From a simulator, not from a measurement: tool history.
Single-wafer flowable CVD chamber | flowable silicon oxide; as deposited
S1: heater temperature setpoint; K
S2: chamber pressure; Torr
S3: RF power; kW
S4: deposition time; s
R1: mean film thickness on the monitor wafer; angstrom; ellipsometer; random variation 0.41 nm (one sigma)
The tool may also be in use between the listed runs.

run  hour      S1     S2     S3   S4      R1
  1   0.0  373.15  0.859  2.435  531  3633.6
  2   5.9  373.15  0.859  2.205  531  3568.9
  3   8.2  364.15  0.859  2.205  531  4969.4
  4  10.4  372.15  0.859  2.205  531  3718.1
  5  13.6  372.15  0.859  2.205  507  3553.5
  6  14.3  372.15  0.751  2.205  507  3113.0
  7  21.2  384.15  0.742  2.205  507  1952.0
  8  23.4  385.15  0.742  2.205  507  1882.7
  9  29.4  386.15  0.742  2.205  507  1815.1

Forecast run 10:
 10  30.8  387.15  0.742  2.205  507   ?

{"run 10": {"R1": 1755.0}}
